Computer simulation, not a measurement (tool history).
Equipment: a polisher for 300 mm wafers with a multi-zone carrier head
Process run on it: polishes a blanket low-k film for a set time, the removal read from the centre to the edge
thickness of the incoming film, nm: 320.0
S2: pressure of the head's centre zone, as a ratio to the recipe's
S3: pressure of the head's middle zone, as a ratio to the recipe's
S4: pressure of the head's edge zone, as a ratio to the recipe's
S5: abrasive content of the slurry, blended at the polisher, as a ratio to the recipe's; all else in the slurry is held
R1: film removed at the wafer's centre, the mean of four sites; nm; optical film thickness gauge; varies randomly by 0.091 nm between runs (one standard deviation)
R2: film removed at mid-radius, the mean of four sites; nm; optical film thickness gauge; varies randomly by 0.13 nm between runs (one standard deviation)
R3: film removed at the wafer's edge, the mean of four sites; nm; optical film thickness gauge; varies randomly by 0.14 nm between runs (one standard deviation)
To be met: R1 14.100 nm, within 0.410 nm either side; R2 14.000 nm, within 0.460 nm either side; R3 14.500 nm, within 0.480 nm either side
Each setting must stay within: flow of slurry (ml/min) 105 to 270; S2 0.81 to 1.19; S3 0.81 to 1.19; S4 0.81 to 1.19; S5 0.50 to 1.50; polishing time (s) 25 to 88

{"run": 1, "hour": 0.0, "flow of slurry (ml/min)": 175, "S2": 1.0, "S3": 1.0, "S4": 1.0, "S5": 1.0, "polishing time (s)": 56, "R1": 21.307, "R2": 21.07, "R3": 21.921}
{"run": 2, "hour": 1.9, "flow of slurry (ml/min)": 175, "S2": 1.0, "S3": 1.04, "S4": 1.0, "S5": 1.0, "polishing time (s)": 56, "R1": 21.094, "R2": 21.893, "R3": 22.036}
{"run": 3, "hour": 4.4, "flow of slurry (ml/min)": 170, "S2": 0.98, "S3": 1.01, "S4": 0.96, "S5": 0.85, "polishing time (s)": 55, "R1": 18.86, "R2": 19.218, "R3": 18.851}
{"run": 4, "hour": 13.3, "flow of slurry (ml/min)": 160, "S2": 0.94, "S3": 0.96, "S4": 0.93, "S5": 0.8, "polishing time (s)": 55, "R1": 16.958, "R2": 17.63, "R3": 18.122}
{"run": 5, "hour": 18.9, "flow of slurry (ml/min)": 160, "S2": 0.94, "S3": 0.99, "S4": 0.93, "S5": 0.8, "polishing time (s)": 55, "R1": 17.18, "R2": 18.071, "R3": 18.305}
{"run": 6, "hour": 26.2, "flow of slurry (ml/min)": 160, "S2": 0.94, "S3": 0.99, "S4": 0.99, "S5": 0.8, "polishing time (s)": 55, "R1": 16.921, "R2": 18.029, "R3": 18.463}
{"run": 7, "hour": 29.5, "flow of slurry (ml/min)": 160, "S2": 0.94, "S3": 0.96, "S4": 0.96, "S5": 0.7, "polishing time (s)": 55, "R1": 15.793, "R2": 15.93, "R3": 17.052}
{"run": 8, "hour": 33.1, "flow of slurry (ml/min)": 155, "S2": 0.94, "S3": 0.95, "S4": 0.93, "S5": 0.65, "polishing time (s)": 55, "R1": 14.68, "R2": 15.075, "R3": 15.538}
{"run": 9, "hour": 37.7, "flow of slurry (ml/min)": 145, "S2": 0.95, "S3": 0.94, "S4": 0.93, "S5": 0.65, "polishing time (s)": 55, "R1": 14.614, "R2": 14.879, "R3": 15.333}
{"run": 10, "hour": 44.1, "flow of slurry (ml/min)": 140, "S2": 0.96, "S3": 0.93, "S4": 0.93, "S5": 0.65, "polishing time (s)": 55, "R1": 14.761, "R2": 14.507, "R3": 15.412}
{"run": 11, "hour": 46.0, "flow of slurry (ml/min)": 120, "S2": 0.95, "S3": 0.93, "S4": 0.85, "S5": 0.6, "polishing time (s)": 55, "R1": 13.034, "R2": 13.08, "R3": 13.757}
{"run": 12, "hour": 47.6, "flow of slurry (ml/min)": 130, "S2": 0.95, "S3": 0.93, "S4": 0.86, "S5": 0.6, "polishing time (s)": 55, "R1": 13.492, "R2": 13.38, "R3": 13.819}
{"run": 13, "hour": 49.8, "flow of slurry (ml/min)": 135, "S2": 0.95, "S3": 0.93, "S4": 0.87, "S5": 0.6, "polishing time (s)": 55, "R1": 13.61, "R2": 13.554, "R3": 14.319}

5 next moves are on the table. One of them brings every result within its allowed miss. Which?
{"run": "A", "hour": 52.0, "flow of slurry (ml/min)": 120, "S2": 1.03, "S3": 1.02, "S4": 0.88, "S5": 0.6, "polishing time (s)": 54, "R1": "?", "R2": "?", "R3": "?"}
{"run": "B", "hour": 52.0, "flow of slurry (ml/min)": 110, "S2": 1.02, "S3": 0.99, "S4": 0.95, "S5": 0.6, "polishing time (s)": 56, "R1": "?", "R2": "?", "R3": "?"}
{"run": "C", "hour": 52.0, "flow of slurry (ml/min)": 175, "S2": 1.04, "S3": 1.06, "S4": 0.83, "S5": 0.5, "polishing time (s)": 61, "R1": "?", "R2": "?", "R3": "?"}
{"run": "D", "hour": 52.0, "flow of slurry (ml/min)": 180, "S2": 1.07, "S3": 1.06, "S4": 0.88, "S5": 0.55, "polishing time (s)": 55, "R1": "?", "R2": "?", "R3": "?"}
{"run": "E", "hour": 52.0, "flow of slurry (ml/min)": 145, "S2": 0.99, "S3": 0.92, "S4": 0.86, "S5": 0.55, "polishing time (s)": 60, "R1": "?", "R2": "?", "R3": "?"}

move=A R1=14.017 R2=14.060 R3=13.528
move=B R1=14.010 R2=13.890 R3=14.309
move=C R1=15.162 R2=15.391 R3=13.638
move=D R1=15.279 R2=15.059 R3=13.684
move=E R1=14.714 R2=14.012 R3=14.378
A: meets the target for the result that was furthest off, but another lies outside its allowed miss
B: every result within its allowed miss
C: the result that was furthest off in the last run now lies on the other side of its target
D: the result that was furthest off in the last run now lies on the other side of its target
E: the result that was furthest off in the last run now lies on the other side of its target
B is the move that brings every result within its allowed miss.
